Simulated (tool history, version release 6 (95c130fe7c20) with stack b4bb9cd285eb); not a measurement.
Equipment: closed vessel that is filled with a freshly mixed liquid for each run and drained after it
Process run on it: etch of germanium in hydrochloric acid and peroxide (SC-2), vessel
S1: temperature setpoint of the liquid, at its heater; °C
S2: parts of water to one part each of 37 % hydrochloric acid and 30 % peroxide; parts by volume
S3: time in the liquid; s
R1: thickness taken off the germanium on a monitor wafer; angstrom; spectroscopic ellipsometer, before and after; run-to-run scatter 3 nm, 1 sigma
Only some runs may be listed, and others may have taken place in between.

run 1 hour=0 | S1=56 S2=9 S3=100 | R1=2852.3
run 2 hour=0.8 | S1=59 S2=9 S3=100 | R1=3151.5
run 3 hour=8.1 | S1=59 S2=9 S3=100 | R1=3173.2
run 4 hour=11.8 | S1=59 S2=9 S3=100 | R1=3117.2
run 5 hour=15.8 | S1=61 S2=9 S3=100 | R1=3278.5
run 6 hour=17.6 | S1=63 S2=9 S3=100 | R1=3509.7
run 7 hour=21.4 | S1=64 S2=9 S3=100 | R1=3598.9

For run 8, what comes out?
run 8 hour=29.6 | S1=65 S2=9 S3=100 | R1=?

{"run 8": {"R1": 3714.1}}
